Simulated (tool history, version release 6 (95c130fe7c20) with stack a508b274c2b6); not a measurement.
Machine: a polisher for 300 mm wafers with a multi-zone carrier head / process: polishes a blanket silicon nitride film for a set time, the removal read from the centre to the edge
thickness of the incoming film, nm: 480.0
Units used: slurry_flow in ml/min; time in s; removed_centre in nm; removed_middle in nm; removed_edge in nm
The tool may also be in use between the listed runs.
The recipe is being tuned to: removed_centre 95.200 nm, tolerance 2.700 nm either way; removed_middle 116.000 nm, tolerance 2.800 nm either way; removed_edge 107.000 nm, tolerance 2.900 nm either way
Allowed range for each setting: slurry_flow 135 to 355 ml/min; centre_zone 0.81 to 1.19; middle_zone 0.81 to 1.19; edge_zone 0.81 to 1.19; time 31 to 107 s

run  hour  slurry_flow  centre_zone  middle_zone  edge_zone  time  removed_centre  removed_middle  removed_edge
  1   0.0          225         1.00         1.00       1.00    69         117.640         119.100       118.470
  2   2.8          180         1.00         1.00       1.00    69         115.280         115.900       119.100
  3   5.4          180         1.03         1.00       1.00    69         119.480         116.880       118.250
  4  12.9          180         1.01         1.01       0.98    69         115.800         117.620       116.680
  5  20.5          180         1.01         1.01       0.98    57          95.896          97.061        97.105
  6  26.4          180         1.01         1.01       1.04    57          96.969          95.699        99.606
  7  27.8          190         1.00         1.03       1.05    57          96.410          99.100       100.670
  8  32.0          200         0.99         1.04       1.06    57          96.618          99.980       101.810
  9  37.6          210         0.98         1.06       1.06    57          95.793         102.400       101.970
 10  45.9          220         0.97         1.07       1.07    57          94.451         102.920       102.440
 11  54.3          225         0.97         1.08       1.08    57          96.116         105.730       104.820
 12  57.4          230         0.97         1.09       1.08    57          95.325         104.170       103.980
 13  64.5          235         0.97         1.10       1.08    57          95.531         107.120       102.560

Exactly one of the 5 candidate moves below puts every result within its allowed miss. Which one?
  A  71.6          270         0.91         1.15       1.05    59               ?               ?             ?
  B  71.6          265         0.95         1.02       1.19    55               ?               ?             ?
  C  71.6          180         0.99         0.99       1.17    58               ?               ?             ?
  D  71.6          220         0.94         1.10       1.18    56               ?               ?             ?
  E  71.6          255         0.95         1.13       1.04    57               ?               ?             ?

move  removed_centre  removed_middle  removed_edge
   A          95.426         115.490       106.160
   B          92.323          98.550       105.490
   C          96.347          97.421       106.790
   D          91.123         103.860       105.290
   E          95.336         109.520       101.670
A: hits every target within its allowed miss
B: further off than the last run
C: further off than the last run
D: further off than the last run
E: gains on the last run, yet a result remains outside its allowed miss
Answer: A
